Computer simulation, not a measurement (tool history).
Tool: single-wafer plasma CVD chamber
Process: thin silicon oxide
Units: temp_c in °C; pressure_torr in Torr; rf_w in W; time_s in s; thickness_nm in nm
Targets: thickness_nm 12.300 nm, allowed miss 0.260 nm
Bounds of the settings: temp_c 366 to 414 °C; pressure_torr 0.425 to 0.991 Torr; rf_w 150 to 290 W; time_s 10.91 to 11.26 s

Run 1, hour 0.0: temp_c 390 °C, pressure_torr 0.708 Torr, rf_w 220 W, time_s 10.91 s. Result: thickness_nm 16.484 nm.
Run 2, hour 4.4: temp_c 390 °C, pressure_torr 0.658 Torr, rf_w 220 W, time_s 10.91 s. Result: thickness_nm 15.774 nm.
Run 3, hour 11.7: temp_c 390 °C, pressure_torr 0.615 Torr, rf_w 220 W, time_s 10.91 s. Result: thickness_nm 15.118 nm.
Run 4, hour 20.0: temp_c 390 °C, pressure_torr 0.615 Torr, rf_w 230 W, time_s 10.91 s. Result: thickness_nm 15.416 nm.
Run 5, hour 27.6: temp_c 390 °C, pressure_torr 0.615 Torr, rf_w 230 W, time_s 10.91 s. Result: thickness_nm 15.499 nm.
Run 6, hour 36.5: temp_c 390 °C, pressure_torr 0.680 Torr, rf_w 230 W, time_s 10.91 s. Result: thickness_nm 16.442 nm.
Run 7, hour 43.7: temp_c 390 °C, pressure_torr 0.616 Torr, rf_w 225 W, time_s 10.91 s. Result: thickness_nm 15.257 nm.
Run 8, hour 50.8: temp_c 390 °C, pressure_torr 0.616 Torr, rf_w 225 W, time_s 10.91 s. Result: thickness_nm 15.231 nm.

Of the 5 settings listed for the next run, only one would bring every result within its allowed miss of target. Which one?
Run A, hour 57.9: temp_c 390 °C, pressure_torr 0.475 Torr, rf_w 200 W, time_s 10.91 s. Result: thickness_nm ?.
Run B, hour 57.9: temp_c 388 °C, pressure_torr 0.451 Torr, rf_w 195 W, time_s 10.91 s. Result: thickness_nm ?.
Run C, hour 57.9: temp_c 392 °C, pressure_torr 0.427 Torr, rf_w 245 W, time_s 10.91 s. Result: thickness_nm ?.
Run D, hour 57.9: temp_c 402 °C, pressure_torr 0.468 Torr, rf_w 185 W, time_s 10.91 s. Result: thickness_nm ?.
Run E, hour 57.9: temp_c 391 °C, pressure_torr 0.428 Torr, rf_w 240 W, time_s 10.91 s. Result: thickness_nm ?.

move  thickness_nm
   A        12.430
   B        11.938
   C        12.931
   D        11.740
   E        12.829
A: every result within its allowed miss
B: carries the result that was furthest off beyond its target, to the other side
C: gains on the last run, yet a result remains outside its allowed miss
D: carries the result that was furthest off beyond its target, to the other side
E: gains on the last run, yet a result remains outside its allowed miss
So the answer is move A, the one that meets all the targets.
